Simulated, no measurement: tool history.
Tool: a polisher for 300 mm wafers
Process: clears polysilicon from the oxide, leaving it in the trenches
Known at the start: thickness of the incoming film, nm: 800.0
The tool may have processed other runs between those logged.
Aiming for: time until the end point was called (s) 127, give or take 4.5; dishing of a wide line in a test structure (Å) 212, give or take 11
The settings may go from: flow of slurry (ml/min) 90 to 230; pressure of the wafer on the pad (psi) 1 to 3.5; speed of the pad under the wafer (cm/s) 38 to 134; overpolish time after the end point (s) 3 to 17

| run | day | flow of slurry (ml/min) | pressure of the wafer on the pad (psi) | speed of the pad under the wafer (cm/s) | overpolish time after the end point (s) | time until the end point was called (s) | dishing of a wide line in a test structure (Å) |
|---|---|---|---|---|---|---|---|
| 1 | 0 | 150 | 2.2 | 86 | 9 | 93.881 | 349.55 |
| 2 | 0.35 | 150 | 2.2 | 66 | 9 | 120.94 | 304.5 |
| 3 | 0.562 | 170 | 2.2 | 62 | 7 | 125.57 | 263.39 |
| 4 | 0.692 | 175 | 2.2 | 62 | 6 | 127.09 | 238.86 |
| 5 | 0.717 | 180 | 2.2 | 62 | 6 | 124.76 | 240.37 |
| 6 | 0.921 | 180 | 1.9 | 62 | 6 | 143.4 | 213.18 |
| 7 | 0.971 | 185 | 2 | 62 | 6 | 139.56 | 226.37 |
| 8 | 1.208 | 180 | 2.2 | 64 | 3 | 121.14 | 154.18 |
| 9 | 1.229 | 185 | 2.2 | 64 | 4 | 120.33 | 188.24 |
| 10 | 1.367 | 190 | 2.2 | 64 | 4 | 121.94 | 184.65 |
| 11 | 1.458 | 190 | 2.2 | 64 | 5 | 119.58 | 223.85 |
| 12 | 1.567 | 185 | 2.2 | 64 | 5 | 122.68 | 220.48 |
| 13 | 1.871 | 180 | 2.2 | 64 | 5 | 121.17 | 215.41 |
| 14 | 2.175 | 175 | 2.2 | 64 | 5 | 121.76 | 209.37 |
| 15 | 2.392 | 170 | 2.1 | 64 | 6 | 130.02 | 232.88 |

Pick the move, out of 5, that brings all results within their allowed miss; only one does.
| A | 2.608 | 185 | 2 | 66 | 7 | ? | ? |
| B | 2.608 | 165 | 2.9 | 46 | 5 | ? | ? |
| C | 2.608 | 175 | 1.5 | 90 | 7 | ? | ? |
| D | 2.608 | 145 | 2.3 | 60 | 7 | ? | ? |
| E | 2.608 | 135 | 2.5 | 54 | 6 | ? | ? |

| move | time until the end point was called (s) | dishing of a wide line in a test structure (Å) |
|---|---|---|
| A | 129.75 | 261.59 |
| B | 129.73 | 210.98 |
| C | 127.82 | 263.89 |
| D | 128.99 | 262.49 |
| E | 133.23 | 234.05 |
A: lands further from the targets than the last run did
B: meets every target
C: lands further from the targets than the last run did
D: lands further from the targets than the last run did
E: lands further from the targets than the last run did
So the answer is move B, the one that meets all the targets.
